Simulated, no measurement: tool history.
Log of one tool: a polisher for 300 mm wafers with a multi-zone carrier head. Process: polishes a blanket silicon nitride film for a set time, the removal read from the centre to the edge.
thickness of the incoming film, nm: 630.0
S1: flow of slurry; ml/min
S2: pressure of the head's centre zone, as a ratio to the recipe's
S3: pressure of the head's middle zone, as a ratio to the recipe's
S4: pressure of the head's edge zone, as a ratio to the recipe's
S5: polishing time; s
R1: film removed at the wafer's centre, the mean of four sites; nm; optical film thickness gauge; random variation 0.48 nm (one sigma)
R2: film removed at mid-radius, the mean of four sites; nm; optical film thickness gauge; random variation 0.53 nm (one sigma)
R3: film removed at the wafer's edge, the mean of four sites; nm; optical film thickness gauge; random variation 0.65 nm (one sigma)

run 1 hour=0.0 | S1=205 S2=1.00 S3=1.00 S4=1.00 S5=32 | R1=54.042 R2=54.917 R3=54.566
run 2 hour=3.3 | S1=200 S2=1.01 S3=0.98 S4=1.01 S5=32 | R1=55.015 R2=52.752 R3=54.168
run 3 hour=4.3 | S1=195 S2=1.01 S3=0.96 S4=1.01 S5=32 | R1=53.599 R2=50.899 R3=54.635
run 4 hour=11.7 | S1=165 S2=1.01 S3=0.96 S4=1.01 S5=32 | R1=52.215 R2=49.579 R3=52.434
run 5 hour=13.0 | S1=165 S2=1.01 S3=0.90 S4=1.01 S5=32 | R1=51.905 R2=47.995 R3=52.580
run 6 hour=17.5 | S1=160 S2=1.02 S3=0.89 S4=1.02 S5=32 | R1=52.702 R2=47.461 R3=54.070
run 7 hour=19.8 | S1=160 S2=1.03 S3=0.88 S4=1.02 S5=32 | R1=52.311 R2=45.527 R3=52.451
run 8 hour=28.2 | S1=160 S2=1.03 S3=0.87 S4=1.02 S5=32 | R1=52.629 R2=45.739 R3=51.826

Forecast run 9:
run 9 hour=34.3 | S1=135 S2=1.06 S3=0.81 S4=1.12 S5=29 | R1=? R2=? R3=?

R1: 46.620 nm
R2: 37.729 nm
R3: 48.184 nm
